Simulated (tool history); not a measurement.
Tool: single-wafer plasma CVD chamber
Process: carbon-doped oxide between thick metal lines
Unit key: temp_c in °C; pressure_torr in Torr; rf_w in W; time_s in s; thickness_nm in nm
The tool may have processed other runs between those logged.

Run 1, hour 0.0: temp_c 325 °C, pressure_torr 6.07 Torr, rf_w 490 W, time_s 307 s. Result: thickness_nm 1742.9 nm.
Run 2, hour 6.2: temp_c 324 °C, pressure_torr 6.14 Torr, rf_w 500 W, time_s 307 s. Result: thickness_nm 1772.1 nm.
Run 3, hour 8.1: temp_c 323 °C, pressure_torr 6.21 Torr, rf_w 505 W, time_s 307 s. Result: thickness_nm 1796.8 nm.
Run 4, hour 15.4: temp_c 323 °C, pressure_torr 6.21 Torr, rf_w 505 W, time_s 307 s. Result: thickness_nm 1801.9 nm.
Run 5, hour 21.4: temp_c 322 °C, pressure_torr 6.30 Torr, rf_w 510 W, time_s 307 s. Result: thickness_nm 1824.7 nm.
Run 6, hour 23.9: temp_c 321 °C, pressure_torr 6.38 Torr, rf_w 515 W, time_s 307 s. Result: thickness_nm 1841.1 nm.

Run 7, settings as shown, results not yet in. Your forecast:
Run 7, hour 31.3: temp_c 320 °C, pressure_torr 6.45 Torr, rf_w 520 W, time_s 307 s. Result: thickness_nm ?.

thickness_nm: 1862.4 nm
